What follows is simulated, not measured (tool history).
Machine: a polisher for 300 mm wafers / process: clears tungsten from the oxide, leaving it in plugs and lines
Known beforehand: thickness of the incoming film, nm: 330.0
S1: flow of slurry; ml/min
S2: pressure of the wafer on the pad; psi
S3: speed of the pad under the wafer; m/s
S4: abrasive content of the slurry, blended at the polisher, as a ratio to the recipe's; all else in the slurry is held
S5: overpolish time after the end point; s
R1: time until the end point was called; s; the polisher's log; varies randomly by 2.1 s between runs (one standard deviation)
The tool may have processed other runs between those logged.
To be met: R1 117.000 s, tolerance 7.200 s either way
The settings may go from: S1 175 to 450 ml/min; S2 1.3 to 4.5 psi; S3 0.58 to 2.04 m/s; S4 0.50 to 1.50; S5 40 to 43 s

Run 1, hour 0.0: S1 290 ml/min, S2 2.9 psi, S3 1.30 m/s, S4 1.00, S5 40 s. Result: R1 79.404 s.
Run 2, hour 8.4: S1 335 ml/min, S2 2.9 psi, S3 1.30 m/s, S4 1.00, S5 40 s. Result: R1 77.331 s.
Run 3, hour 8.9: S1 335 ml/min, S2 2.7 psi, S3 1.28 m/s, S4 1.00, S5 40 s. Result: R1 84.306 s.
Run 4, hour 13.7: S1 335 ml/min, S2 2.7 psi, S3 1.28 m/s, S4 0.80, S5 40 s. Result: R1 92.203 s.
Run 5, hour 16.3: S1 335 ml/min, S2 2.7 psi, S3 1.28 m/s, S4 0.60, S5 40 s. Result: R1 95.135 s.
Run 6, hour 17.6: S1 335 ml/min, S2 2.7 psi, S3 1.28 m/s, S4 0.80, S5 40 s. Result: R1 88.145 s.
Run 7, hour 20.6: S1 335 ml/min, S2 2.5 psi, S3 1.26 m/s, S4 0.80, S5 40 s. Result: R1 96.789 s.
Run 8, hour 23.8: S1 335 ml/min, S2 2.4 psi, S3 1.26 m/s, S4 0.80, S5 40 s. Result: R1 100.700 s.

Which of these 5 next moves meets every target?
Run A, hour 27.0: S1 325 ml/min, S2 3.0 psi, S3 1.14 m/s, S4 0.85, S5 40 s. Result: R1 ?.
Run B, hour 27.0: S1 305 ml/min, S2 2.4 psi, S3 1.48 m/s, S4 0.95, S5 40 s. Result: R1 ?.
Run C, hour 27.0: S1 345 ml/min, S2 2.2 psi, S3 1.14 m/s, S4 0.95, S5 43 s. Result: R1 ?.
Run D, hour 27.0: S1 370 ml/min, S2 2.7 psi, S3 1.34 m/s, S4 0.80, S5 43 s. Result: R1 ?.
Run E, hour 27.0: S1 290 ml/min, S2 2.8 psi, S3 1.18 m/s, S4 0.85, S5 43 s. Result: R1 ?.

move       R1
   A   89.155
   B   87.277
   C  116.000
   D   87.372
   E   93.702
A: misses by more than the last run did
B: misses by more than the last run did
C: every result within its allowed miss
D: misses by more than the last run did
E: misses by more than the last run did
The move that meets every target is C.
